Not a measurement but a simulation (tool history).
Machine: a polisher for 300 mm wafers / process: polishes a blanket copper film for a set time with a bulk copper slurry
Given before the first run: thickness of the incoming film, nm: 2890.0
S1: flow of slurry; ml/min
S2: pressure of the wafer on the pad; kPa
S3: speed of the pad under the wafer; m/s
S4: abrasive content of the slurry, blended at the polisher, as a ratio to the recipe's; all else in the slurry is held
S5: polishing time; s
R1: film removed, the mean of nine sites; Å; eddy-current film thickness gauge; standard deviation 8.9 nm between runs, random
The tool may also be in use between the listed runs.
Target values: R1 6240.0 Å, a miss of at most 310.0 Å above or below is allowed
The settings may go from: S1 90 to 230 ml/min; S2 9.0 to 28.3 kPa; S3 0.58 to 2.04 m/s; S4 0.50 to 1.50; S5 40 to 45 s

run	hour	S1	S2	S3	S4	S5	R1
1	0.0	150	18.6	1.30	1.00	45	4390.9
2	6.6	150	15.9	1.30	1.00	45	3976.2
3	9.2	150	18.6	1.32	1.00	45	4466.8
4	13.1	150	18.6	1.44	1.00	45	4666.7
5	15.4	165	18.6	1.44	1.00	45	4756.5
6	24.3	165	18.6	1.44	1.10	45	4946.4
7	31.7	165	20.0	1.46	1.10	45	5211.6
8	38.0	165	21.4	1.48	1.10	45	5473.6
9	43.3	165	22.1	1.50	1.10	45	5590.1
10	49.2	165	22.8	1.52	1.10	45	5879.8

Below are 5 possible settings for the next run. Only one of them brings all results inside the allowed miss of their targets. Which is it?
A	55.1	165	22.8	1.38	1.00	45	?
B	55.1	185	22.1	1.74	1.10	40	?
C	55.1	200	20.0	1.76	1.15	45	?
D	55.1	185	24.8	1.42	0.90	41	?
E	55.1	160	22.1	1.52	1.10	43	?

move	R1
A	5408.9
B	5660.1
C	6064.9
D	5397.0
E	5418.8
A: further off than the last run
B: further off than the last run
C: every result within its allowed miss
D: further off than the last run
E: further off than the last run
C meets every target.
